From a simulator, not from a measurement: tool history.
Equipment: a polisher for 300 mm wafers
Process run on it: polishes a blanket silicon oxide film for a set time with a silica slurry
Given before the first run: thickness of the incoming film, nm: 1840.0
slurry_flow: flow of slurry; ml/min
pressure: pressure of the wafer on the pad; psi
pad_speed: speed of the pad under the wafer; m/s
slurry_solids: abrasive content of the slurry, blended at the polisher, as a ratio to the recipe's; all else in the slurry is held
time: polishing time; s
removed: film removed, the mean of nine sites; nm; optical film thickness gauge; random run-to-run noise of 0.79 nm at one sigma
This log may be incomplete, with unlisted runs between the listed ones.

Run 1, hour 0.0: slurry_flow 150 ml/min, pressure 4.2 psi, pad_speed 1.18 m/s, slurry_solids 1.0, time 40 s. Result: removed 162.17 nm.
Run 2, hour 0.9: slurry_flow 140 ml/min, pressure 3.8 psi, pad_speed 1.18 m/s, slurry_solids 1.0, time 40 s. Result: removed 148.37 nm.
Run 3, hour 6.1: slurry_flow 140 ml/min, pressure 4.5 psi, pad_speed 1.18 m/s, slurry_solids 1.0, time 40 s. Result: removed 170.39 nm.
Run 4, hour 7.7: slurry_flow 125 ml/min, pressure 4.5 psi, pad_speed 1.18 m/s, slurry_solids 1.0, time 40 s. Result: removed 169.30 nm.
Run 5, hour 8.2: slurry_flow 120 ml/min, pressure 4.0 psi, pad_speed 1.18 m/s, slurry_solids 1.0, time 40 s. Result: removed 149.83 nm.
Run 6, hour 9.5: slurry_flow 120 ml/min, pressure 4.0 psi, pad_speed 1.18 m/s, slurry_solids 1.0, time 40 s. Result: removed 150.43 nm.
Run 7, hour 16.6: slurry_flow 115 ml/min, pressure 3.7 psi, pad_speed 1.18 m/s, slurry_solids 1.0, time 40 s. Result: removed 137.73 nm.

Run 8 has not been measured yet. What should we expect?
Run 8, hour 21.9: slurry_flow 95 ml/min, pressure 3.1 psi, pad_speed 1.18 m/s, slurry_solids 1.0, time 40 s. Result: removed ?.

Run 8 yielded removed 111.69 nm.
